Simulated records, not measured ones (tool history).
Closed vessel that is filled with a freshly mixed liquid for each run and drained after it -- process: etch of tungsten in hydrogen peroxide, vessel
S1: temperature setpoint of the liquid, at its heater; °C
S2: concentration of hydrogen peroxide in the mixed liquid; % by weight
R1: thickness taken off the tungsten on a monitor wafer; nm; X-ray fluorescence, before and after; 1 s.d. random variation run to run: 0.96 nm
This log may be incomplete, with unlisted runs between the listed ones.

Run 1, hour 0: S1 57 °C, S2 18.5 % by weight, time in the liquid (s) 95. Result: R1 420.04 nm.
Run 2, hour 5.1: S1 54 °C, S2 18.5 % by weight, time in the liquid (s) 95. Result: R1 350.12 nm.
Run 3, hour 7.3: S1 54 °C, S2 18.5 % by weight, time in the liquid (s) 95. Result: R1 347.62 nm.
Run 4, hour 11.5: S1 54 °C, S2 18.5 % by weight, time in the liquid (s) 100. Result: R1 370.12 nm.
Run 5, hour 16: S1 48.5 °C, S2 18.5 % by weight, time in the liquid (s) 100. Result: R1 263.48 nm.
Run 6, hour 17.1: S1 48.5 °C, S2 18.5 % by weight, time in the liquid (s) 100. Result: R1 265.06 nm.

Run 7 is up next; what results do you expect?
Run 7, hour 23.6: S1 47.5 °C, S2 18.5 % by weight, time in the liquid (s) 100. Result: R1 ?.

{"run 7": {"R1": 248.29}}

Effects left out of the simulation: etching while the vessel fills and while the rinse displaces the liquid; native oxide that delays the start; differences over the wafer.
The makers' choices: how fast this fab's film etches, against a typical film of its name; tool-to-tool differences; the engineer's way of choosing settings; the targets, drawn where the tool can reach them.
